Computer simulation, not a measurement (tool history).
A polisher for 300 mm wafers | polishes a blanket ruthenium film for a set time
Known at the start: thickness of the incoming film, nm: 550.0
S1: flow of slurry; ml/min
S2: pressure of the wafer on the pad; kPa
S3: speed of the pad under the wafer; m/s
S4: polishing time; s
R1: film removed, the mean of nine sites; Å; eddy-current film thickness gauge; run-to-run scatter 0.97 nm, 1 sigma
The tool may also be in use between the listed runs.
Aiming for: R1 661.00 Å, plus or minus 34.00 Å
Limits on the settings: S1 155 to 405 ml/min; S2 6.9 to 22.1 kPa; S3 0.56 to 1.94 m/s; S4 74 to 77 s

Run 1, hour 0.0: S1 260 ml/min, S2 14.5 kPa, S3 1.24 m/s, S4 74 s. Result: R1 921.50 Å.
Run 2, hour 7.8: S1 290 ml/min, S2 14.5 kPa, S3 1.24 m/s, S4 74 s. Result: R1 931.20 Å.
Run 3, hour 14.6: S1 290 ml/min, S2 14.5 kPa, S3 1.38 m/s, S4 74 s. Result: R1 1043.90 Å.
Run 4, hour 22.6: S1 335 ml/min, S2 14.5 kPa, S3 1.38 m/s, S4 74 s. Result: R1 1029.70 Å.
Run 5, hour 23.2: S1 295 ml/min, S2 14.5 kPa, S3 1.38 m/s, S4 74 s. Result: R1 1025.90 Å.
Run 6, hour 31.3: S1 295 ml/min, S2 13.1 kPa, S3 1.36 m/s, S4 74 s. Result: R1 909.49 Å.
Run 7, hour 35.8: S1 295 ml/min, S2 12.4 kPa, S3 1.36 m/s, S4 74 s. Result: R1 863.02 Å.
Run 8, hour 40.5: S1 295 ml/min, S2 8.3 kPa, S3 1.32 m/s, S4 74 s. Result: R1 588.40 Å.
Run 9, hour 42.6: S1 295 ml/min, S2 9.0 kPa, S3 1.32 m/s, S4 74 s. Result: R1 615.76 Å.

Which one of the following 4 next-run settings gets every result inside its allowed miss? There is exactly one.
Run A, hour 44.7: S1 305 ml/min, S2 9.0 kPa, S3 1.56 m/s, S4 74 s. Result: R1 ?.
Run B, hour 44.7: S1 285 ml/min, S2 10.3 kPa, S3 1.18 m/s, S4 74 s. Result: R1 ?.
Run C, hour 44.7: S1 330 ml/min, S2 9.0 kPa, S3 1.56 m/s, S4 75 s. Result: R1 ?.
Run D, hour 44.7: S1 295 ml/min, S2 9.7 kPa, S3 1.52 m/s, S4 74 s. Result: R1 ?.

move      R1
   A  732.78
   B  653.11
   C  747.29
   D  766.31
A: takes the result that was furthest off past its target
B: in spec on every target
C: takes the result that was furthest off past its target
D: takes the result that was furthest off past its target
The move that meets every target is B.
